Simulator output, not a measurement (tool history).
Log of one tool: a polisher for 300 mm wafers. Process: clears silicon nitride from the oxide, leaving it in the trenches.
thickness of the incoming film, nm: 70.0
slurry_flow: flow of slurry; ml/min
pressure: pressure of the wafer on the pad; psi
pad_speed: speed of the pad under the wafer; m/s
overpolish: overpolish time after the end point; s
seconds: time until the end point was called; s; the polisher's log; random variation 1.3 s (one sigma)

run  hour  slurry_flow  pressure  pad_speed  overpolish  seconds
  1     0          300       2.7        1.1          26   74.142
  2     1          300       2.4        1.1          26   79.831
  3     2          300       2.1       1.08          26   90.657
  4   7.8          300       2.1       1.08          28   91.665
  5  15.8          300       1.9       1.08          28   99.976
  6  17.7          300       1.8       1.08          28   104.26
  7  18.8          300       1.7       1.08          28   108.24

For run 8, what comes out?
  8  25.7          300       1.6       1.08          28        ?

Run 8 gave seconds 112.67 s.
